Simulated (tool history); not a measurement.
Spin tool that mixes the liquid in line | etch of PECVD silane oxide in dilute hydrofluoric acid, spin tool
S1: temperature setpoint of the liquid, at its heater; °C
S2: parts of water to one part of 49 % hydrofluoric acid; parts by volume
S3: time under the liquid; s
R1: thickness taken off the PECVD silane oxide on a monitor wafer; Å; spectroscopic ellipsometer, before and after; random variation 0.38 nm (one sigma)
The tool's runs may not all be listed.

| run | day | S1 | S2 | S3 | R1 |
|---|---|---|---|---|---|
| 1 | 0 | 21 | 150 | 235 | 296.46 |
| 2 | 0.025 | 21 | 150 | 235 | 294.39 |
| 3 | 0.342 | 22.5 | 145 | 235 | 321.01 |
| 4 | 0.412 | 22.5 | 145 | 255 | 347.83 |
| 5 | 0.671 | 23.5 | 140 | 255 | 378.65 |
| 6 | 0.767 | 24.5 | 135 | 255 | 411.68 |
| 7 | 0.888 | 25.5 | 135 | 255 | 421.01 |

The next listed run, before its measurement:
| 8 | 1.096 | 29 | 120 | 255 | ? |

R1: 567.38 Å
